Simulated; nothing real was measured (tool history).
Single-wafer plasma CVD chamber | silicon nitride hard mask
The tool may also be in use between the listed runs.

run	day	heater temperature setpoint (deg C)	chamber pressure (mTorr)	RF power (W)	deposition time (s)	mean film thickness on the monitor wafer (nm)
1	0.000	385	1580	365	66.1	86.319
2	0.042	385	1480	350	66.1	82.404
3	0.117	385	1480	350	68.3	85.190
4	0.171	385	1410	335	68.0	81.649
5	0.504	392	1410	335	68.0	81.120
6	0.742	392	1410	315	68.0	77.391
7	0.962	392	1350	310	67.9	75.919
8	1.258	392	1300	305	67.9	74.057
9	1.446	392	1260	305	67.9	74.069

Run 10 comes next. What will it give?
10	1.608	392	1220	300	67.9	?

{"run 10": {"mean film thickness on the monitor wafer (nm)": 72.624}}

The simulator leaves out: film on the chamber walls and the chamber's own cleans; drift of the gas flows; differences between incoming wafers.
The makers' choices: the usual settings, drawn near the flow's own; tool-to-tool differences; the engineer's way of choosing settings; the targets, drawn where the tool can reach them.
